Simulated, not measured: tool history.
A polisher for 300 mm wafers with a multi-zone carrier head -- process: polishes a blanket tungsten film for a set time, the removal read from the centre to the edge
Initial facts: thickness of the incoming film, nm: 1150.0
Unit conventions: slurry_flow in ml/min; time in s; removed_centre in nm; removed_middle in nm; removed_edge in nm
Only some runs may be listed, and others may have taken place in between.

| run | hour | slurry_flow | centre_zone | middle_zone | edge_zone | slurry_solids | time | removed_centre | removed_middle | removed_edge |
|---|---|---|---|---|---|---|---|---|---|---|
| 1 | 0 | 265 | 1 | 1 | 1 | 1 | 69 | 443.47 | 447.58 | 440.55 |
| 2 | 6.3 | 265 | 1 | 1.03 | 1 | 1 | 69 | 442.81 | 444.1 | 442.55 |
| 3 | 14.3 | 275 | 0.98 | 1.05 | 1 | 1.1 | 71 | 457.54 | 469.19 | 461.84 |
| 4 | 22.7 | 275 | 0.95 | 1.07 | 1 | 1.15 | 73 | 451.35 | 489.02 | 473.63 |
| 5 | 25 | 275 | 0.94 | 1.09 | 1.01 | 1.2 | 75 | 479.14 | 511.04 | 492.96 |
| 6 | 31 | 275 | 0.94 | 1.15 | 1.01 | 1.2 | 75 | 468.08 | 521.04 | 493.89 |
| 7 | 34.9 | 280 | 0.92 | 1.16 | 1.02 | 1.25 | 76 | 465.97 | 544.17 | 507.42 |
| 8 | 40.8 | 285 | 0.92 | 1.17 | 1.04 | 1.3 | 76 | 467.44 | 552.15 | 521.8 |

Predict the results of run 9:
| 9 | 42.5 | 290 | 0.93 | 1.17 | 1.05 | 1.35 | 76 | ? | ? | ? |

For run 9 the tool returned removed_centre 474.67 nm, removed_middle 561.12 nm, removed_edge 521.38 nm.

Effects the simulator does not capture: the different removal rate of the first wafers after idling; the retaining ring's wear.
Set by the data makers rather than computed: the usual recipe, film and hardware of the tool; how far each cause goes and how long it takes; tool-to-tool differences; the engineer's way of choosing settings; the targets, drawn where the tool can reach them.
